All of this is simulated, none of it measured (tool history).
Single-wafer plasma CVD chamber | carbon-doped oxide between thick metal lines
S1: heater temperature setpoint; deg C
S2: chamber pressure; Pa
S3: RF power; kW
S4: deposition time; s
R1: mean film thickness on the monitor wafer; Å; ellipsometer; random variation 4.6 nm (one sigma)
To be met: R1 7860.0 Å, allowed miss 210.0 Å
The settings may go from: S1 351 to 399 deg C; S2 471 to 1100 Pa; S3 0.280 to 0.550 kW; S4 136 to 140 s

{"run": 1, "hour": 0.0, "S1": 375, "S2": 785, "S3": 0.415, "S4": 136, "R1": 6164.6}
{"run": 2, "hour": 1.3, "S1": 375, "S2": 785, "S3": 0.44, "S4": 136, "R1": 6517.4}
{"run": 3, "hour": 7.8, "S1": 375, "S2": 795, "S3": 0.455, "S4": 136, "R1": 6738.1}
{"run": 4, "hour": 12.8, "S1": 375, "S2": 695, "S3": 0.455, "S4": 136, "R1": 6556.7}
{"run": 5, "hour": 16.9, "S1": 375, "S2": 595, "S3": 0.455, "S4": 136, "R1": 6417.1}
{"run": 6, "hour": 25.3, "S1": 380, "S2": 595, "S3": 0.455, "S4": 136, "R1": 6319.6}
{"run": 7, "hour": 33.1, "S1": 379, "S2": 637, "S3": 0.47, "S4": 136, "R1": 6590.6}
{"run": 8, "hour": 35.9, "S1": 378, "S2": 675, "S3": 0.48, "S4": 136, "R1": 6768.3}
{"run": 9, "hour": 41.3, "S1": 377, "S2": 705, "S3": 0.49, "S4": 136, "R1": 6964.3}
{"run": 10, "hour": 43.5, "S1": 376, "S2": 732, "S3": 0.5, "S4": 136, "R1": 7131.4}

Which of these 5 next moves meets every target?
{"run": "A", "hour": 45.7, "S1": 371, "S2": 711, "S3": 0.465, "S4": 136, "R1": "?"}
{"run": "B", "hour": 45.7, "S1": 364, "S2": 628, "S3": 0.455, "S4": 136, "R1": "?"}
{"run": "C", "hour": 45.7, "S1": 382, "S2": 713, "S3": 0.43, "S4": 136, "R1": "?"}
{"run": "D", "hour": 45.7, "S1": 374, "S2": 708, "S3": 0.55, "S4": 139, "R1": "?"}
{"run": "E", "hour": 45.7, "S1": 372, "S2": 588, "S3": 0.465, "S4": 136, "R1": "?"}

move=A R1=6773.0
move=B R1=6619.5
move=C R1=6205.5
move=D R1=7825.6
move=E R1=6566.6
A: further off than the last run
B: further off than the last run
C: further off than the last run
D: meets every target
E: further off than the last run
The right move is D.
